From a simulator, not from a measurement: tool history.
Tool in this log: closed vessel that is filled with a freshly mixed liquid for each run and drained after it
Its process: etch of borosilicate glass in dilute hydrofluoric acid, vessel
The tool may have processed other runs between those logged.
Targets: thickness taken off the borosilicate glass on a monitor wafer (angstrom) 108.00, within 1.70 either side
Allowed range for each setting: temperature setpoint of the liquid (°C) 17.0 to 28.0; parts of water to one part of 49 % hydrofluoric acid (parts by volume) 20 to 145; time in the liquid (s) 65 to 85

run  hour  temperature setpoint of the liquid (°C)  parts of water to one part of 49 % hydrofluoric acid (parts by volume)  time in the liquid (s)  thickness taken off the borosilicate glass on a monitor wafer (angstrom)
  1   0.0                                     20.0                                                                      80                      85                                                                    208.16
  2   9.0                                     17.0                                                                      80                      85                                                                    183.24
  3  16.5                                     17.0                                                                      85                      85                                                                    172.29
  4  24.8                                     17.0                                                                      90                      85                                                                    161.21
  5  29.3                                     17.0                                                                      90                      85                                                                    162.43
  6  37.8                                     17.0                                                                      95                      85                                                                    153.24
  7  44.6                                     17.0                                                                     100                      85                                                                    144.07
  8  49.3                                     17.0                                                                     105                      85                                                                    136.77
  9  57.7                                     17.0                                                                     115                      85                                                                    123.11
 10  61.9                                     17.0                                                                     120                      85                                                                    116.93
 11  70.1                                     17.0                                                                     125                      85                                                                    112.46

Exactly one of the 4 candidate moves below puts every result within its allowed miss. Which one?
  A  78.3                                     17.0                                                                     120                      75                                                                         ?
  B  78.3                                     17.0                                                                     115                      80                                                                         ?
  C  78.3                                     19.5                                                                     130                      80                                                                         ?
  D  78.3                                     17.5                                                                     125                      80                                                                         ?

move  thickness taken off the borosilicate glass on a monitor wafer (angstrom)
   A                                                                    103.62
   B                                                                    115.91
   C                                                                    111.90
   D                                                                    107.78
A: takes the result that was furthest off past its target
B: misses by more than the last run did
C: closes in on the targets versus the last run, not all within tolerance yet
D: meets every target
Move D is the one to make.
